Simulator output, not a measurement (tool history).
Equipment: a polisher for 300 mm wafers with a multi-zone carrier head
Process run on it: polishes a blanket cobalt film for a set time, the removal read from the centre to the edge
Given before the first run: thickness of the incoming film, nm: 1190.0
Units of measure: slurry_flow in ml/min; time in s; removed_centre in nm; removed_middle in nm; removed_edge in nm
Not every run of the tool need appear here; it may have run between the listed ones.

| run | hour | slurry_flow | centre_zone | middle_zone | edge_zone | time | removed_centre | removed_middle | removed_edge |
|---|---|---|---|---|---|---|---|---|---|
| 1 | 0 | 290 | 1 | 1 | 1 | 61 | 203.11 | 204.81 | 207.93 |
| 2 | 4.9 | 220 | 1 | 1 | 1 | 61 | 195.49 | 207.5 | 200.49 |
| 3 | 5.9 | 220 | 1 | 1 | 1.03 | 61 | 196.3 | 203.49 | 207.34 |
| 4 | 12.6 | 220 | 0.99 | 0.99 | 1 | 58 | 184.86 | 189.57 | 194.8 |
| 5 | 17.9 | 220 | 1.03 | 0.99 | 1 | 58 | 194.3 | 192.86 | 191.78 |
| 6 | 25.7 | 245 | 1.03 | 0.99 | 1 | 58 | 196.65 | 190.26 | 196.25 |
| 7 | 34.3 | 235 | 1.02 | 0.99 | 0.97 | 55 | 184.02 | 181.28 | 182.76 |
| 8 | 36.5 | 235 | 1.02 | 0.99 | 0.97 | 55 | 183.38 | 184.88 | 182.71 |
| 9 | 40.3 | 230 | 1.02 | 0.99 | 0.95 | 53 | 177.47 | 174.1 | 171.43 |
| 10 | 46 | 225 | 1 | 0.99 | 0.93 | 52 | 166.14 | 174.03 | 169.28 |

Run 11 is up next; what results do you expect?
| 11 | 52.3 | 305 | 1.02 | 1.06 | 0.84 | 35 | ? | ? | ? |

Run 11 measured removed_centre 119.3 nm, removed_middle 125.25 nm, removed_edge 112.25 nm.

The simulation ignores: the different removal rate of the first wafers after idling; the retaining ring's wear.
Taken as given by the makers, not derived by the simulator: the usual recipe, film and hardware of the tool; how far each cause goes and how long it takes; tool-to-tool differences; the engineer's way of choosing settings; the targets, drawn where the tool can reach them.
